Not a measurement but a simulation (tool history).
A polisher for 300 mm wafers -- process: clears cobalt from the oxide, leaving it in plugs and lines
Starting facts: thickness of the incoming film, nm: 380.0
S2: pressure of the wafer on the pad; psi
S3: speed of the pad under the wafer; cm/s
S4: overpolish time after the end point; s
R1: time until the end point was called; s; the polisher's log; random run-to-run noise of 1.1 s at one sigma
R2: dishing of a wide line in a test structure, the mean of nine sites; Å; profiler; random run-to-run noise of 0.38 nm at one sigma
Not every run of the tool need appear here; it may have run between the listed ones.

{"run": 1, "hour": 0.0, "flow of slurry (ml/min)": 225, "S2": 2, "S3": 124, "S4": 12, "R1": 53.156, "R2": 420.66}
{"run": 2, "hour": 6.3, "flow of slurry (ml/min)": 225, "S2": 2.5, "S3": 124, "S4": 12, "R1": 43.335, "R2": 460.63}
{"run": 3, "hour": 10.8, "flow of slurry (ml/min)": 265, "S2": 2.5, "S3": 124, "S4": 12, "R1": 43.485, "R2": 450.69}
{"run": 4, "hour": 14.7, "flow of slurry (ml/min)": 265, "S2": 2.5, "S3": 94, "S4": 12, "R1": 49.98, "R2": 423.37}
{"run": 5, "hour": 16.9, "flow of slurry (ml/min)": 265, "S2": 2.2, "S3": 94, "S4": 12, "R1": 57.594, "R2": 407.13}
{"run": 6, "hour": 25.1, "flow of slurry (ml/min)": 265, "S2": 2.2, "S3": 94, "S4": 9, "R1": 56.627, "R2": 347.46}

Predict the results of run 7:
{"run": 7, "hour": 33.7, "flow of slurry (ml/min)": 265, "S2": 2.1, "S3": 92, "S4": 9, "R1": "?", "R2": "?"}

{"run 7": {"R1": 60.847, "R2": 342.39}}
